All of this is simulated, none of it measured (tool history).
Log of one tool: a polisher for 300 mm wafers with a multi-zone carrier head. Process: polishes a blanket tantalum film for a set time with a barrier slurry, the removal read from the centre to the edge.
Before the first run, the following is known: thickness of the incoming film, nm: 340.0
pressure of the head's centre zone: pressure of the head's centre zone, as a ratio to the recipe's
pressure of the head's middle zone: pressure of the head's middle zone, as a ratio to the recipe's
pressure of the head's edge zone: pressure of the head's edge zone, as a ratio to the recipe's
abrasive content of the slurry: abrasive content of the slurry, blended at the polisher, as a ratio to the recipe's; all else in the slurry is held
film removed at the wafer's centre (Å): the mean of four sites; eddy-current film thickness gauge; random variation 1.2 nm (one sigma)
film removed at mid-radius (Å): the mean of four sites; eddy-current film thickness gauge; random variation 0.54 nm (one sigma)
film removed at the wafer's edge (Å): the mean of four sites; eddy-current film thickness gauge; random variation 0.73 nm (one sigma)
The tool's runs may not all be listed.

| run | hour | flow of slurry (ml/min) | pressure of the head's centre zone | pressure of the head's middle zone | pressure of the head's edge zone | abrasive content of the slurry | polishing time (s) | film removed at the wafer's centre (Å) | film removed at mid-radius (Å) | film removed at the wafer's edge (Å) |
|---|---|---|---|---|---|---|---|---|---|---|
| 1 | 0.0 | 290 | 1.00 | 1.00 | 1.00 | 1.00 | 52 | 1071.30 | 1059.90 | 1119.60 |
| 2 | 6.8 | 320 | 1.00 | 1.00 | 1.00 | 1.00 | 52 | 1077.40 | 1077.90 | 1109.90 |
| 3 | 8.3 | 335 | 1.01 | 0.96 | 0.97 | 0.85 | 51 | 998.89 | 949.12 | 1014.80 |
| 4 | 14.1 | 345 | 1.02 | 0.95 | 0.94 | 0.75 | 51 | 919.41 | 881.77 | 931.55 |
| 5 | 21.1 | 345 | 1.02 | 0.95 | 0.94 | 0.90 | 51 | 1044.10 | 959.43 | 1009.70 |
| 6 | 23.8 | 350 | 1.03 | 0.93 | 0.91 | 0.80 | 51 | 997.02 | 892.15 | 961.29 |
| 7 | 28.1 | 360 | 1.04 | 0.93 | 0.89 | 0.75 | 51 | 974.60 | 860.23 | 909.99 |
| 8 | 35.9 | 360 | 1.04 | 0.92 | 0.87 | 0.70 | 51 | 904.06 | 828.42 | 847.92 |
| 9 | 37.7 | 360 | 1.04 | 0.92 | 0.87 | 0.70 | 51 | 931.23 | 823.84 | 854.91 |
| 10 | 46.6 | 345 | 1.03 | 0.91 | 0.86 | 0.70 | 51 | 927.14 | 818.54 | 843.43 |
| 11 | 51.3 | 340 | 1.02 | 0.89 | 0.86 | 0.70 | 51 | 878.53 | 795.95 | 854.54 |
| 12 | 55.8 | 335 | 1.03 | 0.88 | 0.85 | 0.70 | 51 | 916.65 | 790.25 | 853.10 |
| 13 | 56.7 | 335 | 1.03 | 0.88 | 0.84 | 0.70 | 51 | 922.19 | 780.98 | 839.99 |
| 14 | 62.1 | 330 | 1.02 | 0.88 | 0.83 | 0.70 | 51 | 884.93 | 780.92 | 838.35 |
| 15 | 63.9 | 315 | 1.05 | 0.87 | 0.81 | 0.60 | 51 | 821.94 | 701.72 | 734.68 |
| 16 | 71.4 | 395 | 1.04 | 0.87 | 0.84 | 0.60 | 51 | 827.41 | 706.33 | 756.28 |

Run 17, settings as shown, results not yet in. Your forecast:
| 17 | 72.7 | 390 | 1.05 | 0.88 | 0.85 | 0.60 | 51 | ? | ? | ? |

Run 17 gave film removed at the wafer's centre (Å) 823.96, film removed at mid-radius (Å) 699.62, film removed at the wafer's edge (Å) 763.60.
